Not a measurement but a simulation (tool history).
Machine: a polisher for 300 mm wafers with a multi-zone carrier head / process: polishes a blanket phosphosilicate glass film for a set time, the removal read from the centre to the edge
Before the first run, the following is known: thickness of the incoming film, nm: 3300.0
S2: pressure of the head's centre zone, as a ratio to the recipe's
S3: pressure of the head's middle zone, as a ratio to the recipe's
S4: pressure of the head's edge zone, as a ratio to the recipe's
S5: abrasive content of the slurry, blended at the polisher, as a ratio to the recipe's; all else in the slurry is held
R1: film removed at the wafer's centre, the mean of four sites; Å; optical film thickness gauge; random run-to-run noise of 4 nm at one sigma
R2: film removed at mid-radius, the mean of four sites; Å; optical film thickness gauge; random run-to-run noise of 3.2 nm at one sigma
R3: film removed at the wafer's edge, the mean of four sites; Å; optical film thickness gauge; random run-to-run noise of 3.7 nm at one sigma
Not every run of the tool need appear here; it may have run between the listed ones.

Run 1, day 0: flow of slurry (ml/min) 290, S2 1, S3 1, S4 1, S5 1, polishing time (s) 60. Result: R1 5090.1 Å, R2 5732.8 Å, R3 5698 Å.
Run 2, day 0.3: flow of slurry (ml/min) 295, S2 1.03, S3 1.01, S4 0.97, S5 0.9, polishing time (s) 54. Result: R1 4344.1 Å, R2 4903 Å, R3 4637.7 Å.
Run 3, day 0.383: flow of slurry (ml/min) 295, S2 1.03, S3 1.08, S4 0.97, S5 0.9, polishing time (s) 54. Result: R1 4385.2 Å, R2 5123.9 Å, R3 4589.9 Å.
Run 4, day 0.554: flow of slurry (ml/min) 295, S2 1.06, S3 1.06, S4 0.95, S5 0.8, polishing time (s) 51. Result: R1 3905.8 Å, R2 4460.8 Å, R3 4088.7 Å.
Run 5, day 0.658: flow of slurry (ml/min) 320, S2 1.09, S3 1.05, S4 0.92, S5 0.75, polishing time (s) 48. Result: R1 3676.7 Å, R2 4015.1 Å, R3 3657.1 Å.
Run 6, day 0.871: flow of slurry (ml/min) 270, S2 1.09, S3 1.05, S4 0.92, S5 0.75, polishing time (s) 48. Result: R1 3709 Å, R2 3914.7 Å, R3 3615.6 Å.
Run 7, day 0.933: flow of slurry (ml/min) 270, S2 1.1, S3 1.06, S4 0.9, S5 0.7, polishing time (s) 47. Result: R1 3397.2 Å, R2 3742.2 Å, R3 3324.9 Å.

Forecast run 8:
At day 1.108: centre zone pressure recalibrated.
Run 8, day 1.108: flow of slurry (ml/min) 265, S2 1.12, S3 1.05, S4 0.88, S5 0.65, polishing time (s) 47. Result: R1 ?, R2 ?, R3 ?.

Run 8 produced R1 3687.3 Å, R2 3571.4 Å, R3 3026.6 Å.

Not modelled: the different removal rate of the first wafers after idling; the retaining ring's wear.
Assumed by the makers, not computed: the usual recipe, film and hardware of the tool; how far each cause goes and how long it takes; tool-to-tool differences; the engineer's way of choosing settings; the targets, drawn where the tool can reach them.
